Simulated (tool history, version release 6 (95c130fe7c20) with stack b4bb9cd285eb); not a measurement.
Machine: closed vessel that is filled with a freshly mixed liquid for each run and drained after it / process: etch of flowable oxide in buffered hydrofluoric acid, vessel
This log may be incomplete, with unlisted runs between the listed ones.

| run | day | temperature setpoint of the liquid (K) | parts of 40 % ammonium fluoride to one part of 49 % hydrofluoric acid (parts by volume) | time in the liquid (s) | thickness taken off the flowable oxide on a monitor wafer (angstrom) |
|---|---|---|---|---|---|
| 1 | 0 | 294.15 | 17.5 | 30 | 397.26 |
| 2 | 0.288 | 293.15 | 17.5 | 30 | 373.66 |
| 3 | 0.329 | 293.15 | 17.5 | 30 | 376.8 |
| 4 | 0.412 | 293.15 | 15.5 | 30 | 423.18 |
| 5 | 0.721 | 295.65 | 15.5 | 30 | 487.02 |
| 6 | 0.838 | 294.15 | 16 | 30 | 433.97 |
| 7 | 1.104 | 294.15 | 16 | 30 | 432.34 |
| 8 | 1.404 | 293.15 | 16.5 | 30 | 397.14 |
| 9 | 1.508 | 292.15 | 16.5 | 30 | 375.04 |
| 10 | 1.633 | 291.65 | 16.5 | 30 | 363.98 |

Run 11 comes next. What will it give?
| 11 | 1.942 | 291.15 | 16.5 | 30 | ? |

Logged for run 11: thickness taken off the flowable oxide on a monitor wafer (angstrom) 353.04.

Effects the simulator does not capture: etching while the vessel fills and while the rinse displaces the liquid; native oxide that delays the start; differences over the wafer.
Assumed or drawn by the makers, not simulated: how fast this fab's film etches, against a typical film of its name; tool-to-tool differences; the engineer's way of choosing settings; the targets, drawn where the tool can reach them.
